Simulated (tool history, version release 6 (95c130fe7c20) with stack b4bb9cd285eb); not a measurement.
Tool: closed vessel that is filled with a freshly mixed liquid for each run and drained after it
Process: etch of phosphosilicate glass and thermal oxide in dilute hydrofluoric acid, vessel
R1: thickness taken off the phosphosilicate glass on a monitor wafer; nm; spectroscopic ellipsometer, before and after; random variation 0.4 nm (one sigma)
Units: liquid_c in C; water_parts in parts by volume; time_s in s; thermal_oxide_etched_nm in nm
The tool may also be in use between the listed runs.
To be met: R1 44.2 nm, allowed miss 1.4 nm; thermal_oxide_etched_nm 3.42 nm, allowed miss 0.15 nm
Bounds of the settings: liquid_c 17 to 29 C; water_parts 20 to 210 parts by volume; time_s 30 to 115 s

Run 1, hour 0: liquid_c 21 C, water_parts 115 parts by volume, time_s 60 s. Result: R1 30.506 nm, thermal_oxide_etched_nm 2.3555 nm.
Run 2, hour 4.2: liquid_c 23.5 C, water_parts 115 parts by volume, time_s 60 s. Result: R1 33.728 nm, thermal_oxide_etched_nm 2.6626 nm.
Run 3, hour 11.5: liquid_c 23.5 C, water_parts 115 parts by volume, time_s 45 s. Result: R1 25.23 nm, thermal_oxide_etched_nm 1.9821 nm.
Run 4, hour 12.8: liquid_c 22 C, water_parts 115 parts by volume, time_s 45 s. Result: R1 23.929 nm, thermal_oxide_etched_nm 1.833 nm.
Run 5, hour 18.2: liquid_c 22 C, water_parts 115 parts by volume, time_s 35 s. Result: R1 18.845 nm, thermal_oxide_etched_nm 1.4062 nm.
Run 6, hour 27.3: liquid_c 24 C, water_parts 115 parts by volume, time_s 35 s. Result: R1 20.151 nm, thermal_oxide_etched_nm 1.6002 nm.
Run 7, hour 31.7: liquid_c 24 C, water_parts 90 parts by volume, time_s 35 s. Result: R1 26.172 nm, thermal_oxide_etched_nm 2.0286 nm.
Run 8, hour 34: liquid_c 24 C, water_parts 90 parts by volume, time_s 35 s. Result: R1 26.66 nm, thermal_oxide_etched_nm 2.0696 nm.
Run 9, hour 41.3: liquid_c 24 C, water_parts 90 parts by volume, time_s 35 s. Result: R1 27.019 nm, thermal_oxide_etched_nm 2.0322 nm.
Run 10, hour 45.1: liquid_c 25.5 C, water_parts 80 parts by volume, time_s 35 s. Result: R1 32.842 nm, thermal_oxide_etched_nm 2.4573 nm.
Run 11, hour 47.4: liquid_c 26.5 C, water_parts 80 parts by volume, time_s 35 s. Result: R1 33.112 nm, thermal_oxide_etched_nm 2.6298 nm.
Run 12, hour 48.6: liquid_c 26.5 C, water_parts 70 parts by volume, time_s 35 s. Result: R1 38.939 nm, thermal_oxide_etched_nm 2.9758 nm.
Run 13, hour 53.9: liquid_c 27 C, water_parts 70 parts by volume, time_s 35 s. Result: R1 39.755 nm, thermal_oxide_etched_nm 3.0441 nm.
Run 14, hour 60.5: liquid_c 27.5 C, water_parts 70 parts by volume, time_s 35 s. Result: R1 40.711 nm, thermal_oxide_etched_nm 3.0602 nm.
Run 15, hour 69.4: liquid_c 27.5 C, water_parts 70 parts by volume, time_s 35 s. Result: R1 40.361 nm, thermal_oxide_etched_nm 3.2157 nm.

Which of these 4 next moves meets every target?
Run A, hour 78.3: liquid_c 26.5 C, water_parts 65 parts by volume, time_s 40 s. Result: R1 ?, thermal_oxide_etched_nm ?.
Run B, hour 78.3: liquid_c 29 C, water_parts 65 parts by volume, time_s 30 s. Result: R1 ?, thermal_oxide_etched_nm ?.
Run C, hour 78.3: liquid_c 24.5 C, water_parts 65 parts by volume, time_s 40 s. Result: R1 ?, thermal_oxide_etched_nm ?.
Run D, hour 78.3: liquid_c 26.5 C, water_parts 60 parts by volume, time_s 30 s. Result: R1 ?, thermal_oxide_etched_nm ?.

move      R1  thermal_oxide_etched_nm
   A  48.808                    3.705
   B  40.329                   3.0613
   C  45.102                   3.4237
   D  39.946                   3.0323
A: takes the result that was furthest off past its target
B: as far off as the last run
C: meets every target
D: further off than the last run
The right move is C.

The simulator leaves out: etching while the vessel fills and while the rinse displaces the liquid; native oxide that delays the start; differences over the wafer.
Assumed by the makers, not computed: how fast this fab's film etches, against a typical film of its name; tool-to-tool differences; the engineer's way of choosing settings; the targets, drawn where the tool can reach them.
